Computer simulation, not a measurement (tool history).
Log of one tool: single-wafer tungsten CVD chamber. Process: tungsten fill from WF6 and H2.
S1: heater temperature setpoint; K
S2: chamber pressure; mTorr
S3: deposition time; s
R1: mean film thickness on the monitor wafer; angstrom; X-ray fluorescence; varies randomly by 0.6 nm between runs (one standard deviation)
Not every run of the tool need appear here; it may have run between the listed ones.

run 1 hour=0 | S1=668.15 S2=42300 S3=29.8 | R1=948.11
run 2 hour=7.9 | S1=678.15 S2=42300 S3=29.8 | R1=1171.5
run 3 hour=10.2 | S1=679.15 S2=42300 S3=29.8 | R1=1188.3
run 4 hour=17.3 | S1=679.15 S2=34900 S3=29.8 | R1=1110.7
run 5 hour=19.8 | S1=680.15 S2=35000 S3=29.8 | R1=1127.2
run 6 hour=21.1 | S1=680.15 S2=29400 S3=29.8 | R1=1071.8
run 7 hour=23.1 | S1=682.15 S2=29500 S3=29.8 | R1=1098.1
run 8 hour=25.7 | S1=683.15 S2=29600 S3=29.8 | R1=1124.1

Forecast run 9:
run 9 hour=30.9 | S1=684.15 S2=29700 S3=29.8 | R1=?

R1: 1151.2 angstrom

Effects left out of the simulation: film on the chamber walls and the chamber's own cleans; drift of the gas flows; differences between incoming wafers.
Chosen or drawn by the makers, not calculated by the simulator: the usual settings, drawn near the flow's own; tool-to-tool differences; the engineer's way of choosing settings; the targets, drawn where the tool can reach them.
